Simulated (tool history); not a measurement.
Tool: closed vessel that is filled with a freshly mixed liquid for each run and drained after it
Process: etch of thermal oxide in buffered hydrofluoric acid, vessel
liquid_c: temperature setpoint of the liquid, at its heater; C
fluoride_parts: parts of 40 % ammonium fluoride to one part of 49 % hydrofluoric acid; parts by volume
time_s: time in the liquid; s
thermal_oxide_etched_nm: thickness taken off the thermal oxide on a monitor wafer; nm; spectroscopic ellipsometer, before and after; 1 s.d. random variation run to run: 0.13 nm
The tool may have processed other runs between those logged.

run    day  liquid_c  fluoride_parts  time_s  thermal_oxide_etched_nm
  1  0.000      22.0            12.5      95                   75.628
  2  0.329      20.5            13.5      95                   64.377
  3  0.425      20.5            11.5      95                   75.359
  4  0.542      19.5            13.0      95                   63.131
  5  0.838      21.0            13.0      95                   68.856
  6  1.071      24.5            13.0      95                   83.423
  7  1.338      22.0            14.0      95                   67.681

Run 8 comes next. What will it give?
  8  1.667      20.5            15.0      95                        ?

thermal_oxide_etched_nm: 58.165 nm
